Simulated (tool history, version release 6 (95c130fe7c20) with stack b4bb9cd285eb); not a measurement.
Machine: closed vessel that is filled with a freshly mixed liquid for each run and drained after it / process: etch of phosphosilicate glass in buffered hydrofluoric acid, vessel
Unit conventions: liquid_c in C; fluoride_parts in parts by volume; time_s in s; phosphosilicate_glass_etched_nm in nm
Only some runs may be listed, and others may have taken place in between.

run	hour	liquid_c	fluoride_parts	time_s	phosphosilicate_glass_etched_nm
1	0	24	8	30	343.47
2	1	22	8	30	309.8
3	4.1	22	9.5	30	254.92
4	12.6	22	9.5	30	256.78
5	15.3	22	9.5	30	257.62
6	19.4	20.5	9.5	30	235.97
7	25.7	19.5	9.5	30	222.91
8	33.7	19	9.5	30	216.89

What does the tool deliver on the next run?
9	36.1	18.5	9.5	30	?

phosphosilicate_glass_etched_nm: 212.1 nm
